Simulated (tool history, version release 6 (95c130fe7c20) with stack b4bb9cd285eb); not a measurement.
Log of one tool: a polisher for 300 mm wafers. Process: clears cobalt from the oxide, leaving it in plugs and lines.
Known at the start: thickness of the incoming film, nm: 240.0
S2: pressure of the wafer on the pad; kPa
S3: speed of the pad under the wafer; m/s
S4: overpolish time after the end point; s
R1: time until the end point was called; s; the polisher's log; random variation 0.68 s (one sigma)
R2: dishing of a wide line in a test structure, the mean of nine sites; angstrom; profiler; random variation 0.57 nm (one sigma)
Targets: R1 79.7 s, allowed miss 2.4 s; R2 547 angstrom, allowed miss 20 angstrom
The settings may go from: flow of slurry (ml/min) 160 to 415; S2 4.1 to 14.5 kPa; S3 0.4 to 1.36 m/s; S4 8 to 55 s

run 1 hour=0 | flow_of_slurry_(ml/min)=265 S2=9 S3=0.88 S4=28 | R1=105.45 R2=405.15
run 2 hour=5.9 | flow_of_slurry_(ml/min)=265 S2=9.7 S3=0.88 S4=30 | R1=98.904 R2=442.42
run 3 hour=14.9 | flow_of_slurry_(ml/min)=265 S2=10.3 S3=0.88 S4=31 | R1=91.85 R2=467.83
run 4 hour=20.8 | flow_of_slurry_(ml/min)=265 S2=10.3 S3=0.88 S4=40 | R1=92.772 R2=519.3
run 5 hour=29.2 | flow_of_slurry_(ml/min)=270 S2=11 S3=0.88 S4=39 | R1=85.662 R2=520.13
run 6 hour=30.2 | flow_of_slurry_(ml/min)=225 S2=11 S3=0.88 S4=39 | R1=88.937 R2=521.47
run 7 hour=37.5 | flow_of_slurry_(ml/min)=245 S2=11 S3=0.88 S4=39 | R1=87.548 R2=519.61
run 8 hour=43 | flow_of_slurry_(ml/min)=265 S2=11 S3=0.88 S4=39 | R1=86.886 R2=526.71
run 9 hour=49.2 | flow_of_slurry_(ml/min)=275 S2=11 S3=0.88 S4=39 | R1=85.827 R2=527.12
run 10 hour=57.1 | flow_of_slurry_(ml/min)=285 S2=11 S3=0.88 S4=39 | R1=85.672 R2=534.25

4 next moves are on the table. One of them brings every result within its allowed miss. Which?
run A hour=65 | flow_of_slurry_(ml/min)=285 S2=13.8 S3=0.82 S4=30 | R1=? R2=?
run B hour=65 | flow_of_slurry_(ml/min)=295 S2=10.3 S3=1 S4=40 | R1=? R2=?
run C hour=65 | flow_of_slurry_(ml/min)=280 S2=11.7 S3=0.98 S4=36 | R1=? R2=?
run D hour=65 | flow_of_slurry_(ml/min)=335 S2=10.3 S3=1.06 S4=37 | R1=? R2=?

move=A R1=72.612 R2=507.11
move=B R1=79.056 R2=546.31
move=C R1=71.737 R2=544.11
move=D R1=73.832 R2=544.19
A: takes the result that was furthest off past its target
B: meets every target
C: takes the result that was furthest off past its target
D: takes the result that was furthest off past its target
Answer: B

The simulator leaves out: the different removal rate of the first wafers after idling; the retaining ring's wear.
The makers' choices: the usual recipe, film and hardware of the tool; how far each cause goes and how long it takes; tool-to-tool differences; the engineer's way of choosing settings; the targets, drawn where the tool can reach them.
